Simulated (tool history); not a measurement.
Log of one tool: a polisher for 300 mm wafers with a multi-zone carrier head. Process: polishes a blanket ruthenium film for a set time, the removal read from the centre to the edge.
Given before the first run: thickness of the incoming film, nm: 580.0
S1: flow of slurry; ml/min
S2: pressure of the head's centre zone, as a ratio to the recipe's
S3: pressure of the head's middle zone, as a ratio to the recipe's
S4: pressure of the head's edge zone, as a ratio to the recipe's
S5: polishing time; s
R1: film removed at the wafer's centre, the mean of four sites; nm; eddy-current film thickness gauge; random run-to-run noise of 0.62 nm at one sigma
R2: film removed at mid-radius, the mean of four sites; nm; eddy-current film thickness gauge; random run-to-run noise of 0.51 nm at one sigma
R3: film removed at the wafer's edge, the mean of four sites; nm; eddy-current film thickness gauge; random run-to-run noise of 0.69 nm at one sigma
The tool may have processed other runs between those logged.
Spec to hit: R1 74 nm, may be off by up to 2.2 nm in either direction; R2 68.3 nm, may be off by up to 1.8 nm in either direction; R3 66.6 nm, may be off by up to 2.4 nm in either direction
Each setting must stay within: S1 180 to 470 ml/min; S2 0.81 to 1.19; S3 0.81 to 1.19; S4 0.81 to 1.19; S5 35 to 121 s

run,hour,S1,S2,S3,S4,S5,R1,R2,R3
1,0,300,1,1,1,78,86.432,85.112,87.791
2,8.3,300,1.01,0.99,0.97,75,86.806,82.659,81.842
3,11,340,1.01,0.99,0.97,75,86.308,84.523,83.359
4,13.1,325,0.99,0.97,0.94,73,84.176,79.59,80.72
5,13.8,315,0.98,0.97,0.92,71,78.785,77.827,76.477
6,21.5,315,0.98,0.97,0.92,86,96.111,93.214,91.02
7,27.6,300,0.98,0.96,0.9,82,91.618,87.437,86.959
8,32.5,310,0.98,0.95,0.89,78,86.41,83.633,82.649
9,34.2,305,0.99,0.94,0.88,75,83.922,79.595,79.929
10,40.7,335,1.03,0.95,0.82,59,69.805,63.571,60.824
11,48.3,340,1.03,0.96,0.84,59,68.123,63.657,61.109
12,50.1,340,1.04,0.97,0.86,60,71.139,66.293,61.86
13,55.7,345,1.04,0.97,0.87,60,71.359,66.103,62.364
14,63.5,345,1.04,0.97,0.88,60,72.272,65.418,63.664
15,64.8,350,1.04,0.97,0.89,60,71.296,66.551,64.031
16,72.5,355,1.04,0.97,0.9,60,70.509,67.229,63.933
17,73.2,350,1.05,0.97,0.91,60,72.782,65.677,65.101
18,77.5,355,1.05,0.97,0.91,60,72.305,65.866,65.43

Pick the move, out of 4, that brings all results within their allowed miss; only one does.
A,81.8,350,1.03,0.96,0.88,62,?,?,?
B,81.8,315,1.16,1.03,0.95,57,?,?,?
C,81.8,345,1.03,0.9,0.89,63,?,?,?
D,81.8,340,1.04,0.88,0.87,62,?,?,?

move,R1,R2,R3
A,73.072,68.066,65.083
B,74.167,65.727,61.27
C,74.117,65.456,66.43
D,73.473,63.147,64.722
A: every result within its allowed miss
B: moves away from the targets compared with the last run
C: moves away from the targets compared with the last run
D: moves away from the targets compared with the last run
Go with A: it meets all targets.
